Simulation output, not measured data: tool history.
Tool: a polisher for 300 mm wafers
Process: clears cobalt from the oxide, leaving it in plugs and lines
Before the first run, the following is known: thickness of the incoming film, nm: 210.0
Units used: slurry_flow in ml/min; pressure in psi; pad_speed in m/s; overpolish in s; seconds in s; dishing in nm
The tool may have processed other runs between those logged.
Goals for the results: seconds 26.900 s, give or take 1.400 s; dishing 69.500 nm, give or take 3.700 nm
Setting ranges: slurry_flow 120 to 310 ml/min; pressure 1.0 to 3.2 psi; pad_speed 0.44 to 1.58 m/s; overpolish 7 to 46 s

Run 1, hour 0.0: slurry_flow 200 ml/min, pressure 2.1 psi, pad_speed 1.00 m/s, overpolish 24 s. Result: seconds 39.090 s, dishing 62.590 nm.
Run 2, hour 6.7: slurry_flow 225 ml/min, pressure 2.1 psi, pad_speed 1.00 m/s, overpolish 24 s. Result: seconds 39.060 s, dishing 61.318 nm.
Run 3, hour 14.2: slurry_flow 225 ml/min, pressure 2.1 psi, pad_speed 1.18 m/s, overpolish 24 s. Result: seconds 33.922 s, dishing 64.030 nm.
Run 4, hour 15.9: slurry_flow 225 ml/min, pressure 2.1 psi, pad_speed 1.04 m/s, overpolish 24 s. Result: seconds 37.813 s, dishing 59.531 nm.
Run 5, hour 21.5: slurry_flow 225 ml/min, pressure 2.1 psi, pad_speed 0.88 m/s, overpolish 24 s. Result: seconds 43.804 s, dishing 61.462 nm.
Run 6, hour 24.1: slurry_flow 225 ml/min, pressure 2.2 psi, pad_speed 0.88 m/s, overpolish 24 s. Result: seconds 41.100 s, dishing 59.111 nm.
Run 7, hour 29.0: slurry_flow 225 ml/min, pressure 2.3 psi, pad_speed 0.90 m/s, overpolish 25 s. Result: seconds 38.837 s, dishing 61.236 nm.
Run 8, hour 35.5: slurry_flow 225 ml/min, pressure 2.4 psi, pad_speed 0.90 m/s, overpolish 26 s. Result: seconds 36.585 s, dishing 64.547 nm.
Run 9, hour 41.8: slurry_flow 225 ml/min, pressure 2.5 psi, pad_speed 0.90 m/s, overpolish 26 s. Result: seconds 36.040 s, dishing 62.332 nm.

Which one of the following 5 next-run settings gets every result inside its allowed miss? There is exactly one.
Run A, hour 48.1: slurry_flow 225 ml/min, pressure 2.6 psi, pad_speed 1.04 m/s, overpolish 22 s. Result: seconds ?, dishing ?.
Run B, hour 48.1: slurry_flow 190 ml/min, pressure 2.6 psi, pad_speed 1.02 m/s, overpolish 44 s. Result: seconds ?, dishing ?.
Run C, hour 48.1: slurry_flow 225 ml/min, pressure 1.7 psi, pad_speed 0.86 m/s, overpolish 45 s. Result: seconds ?, dishing ?.
Run D, hour 48.1: slurry_flow 200 ml/min, pressure 2.4 psi, pad_speed 1.32 m/s, overpolish 31 s. Result: seconds ?, dishing ?.
Run E, hour 48.1: slurry_flow 210 ml/min, pressure 3.2 psi, pad_speed 1.20 m/s, overpolish 26 s. Result: seconds ?, dishing ?.

move  seconds  dishing
   A   31.310   62.544
   B   32.298   68.447
   C   54.868   65.157
   D   28.157   67.337
   E   22.900   67.409
A: an improvement on the last run, though not all results are within tolerance
B: an improvement on the last run, though not all results are within tolerance
C: the biggest miss grows against the last run
D: all results land within tolerance of their targets
E: pushes the last run's worst result past its target
The move that meets every target is D.
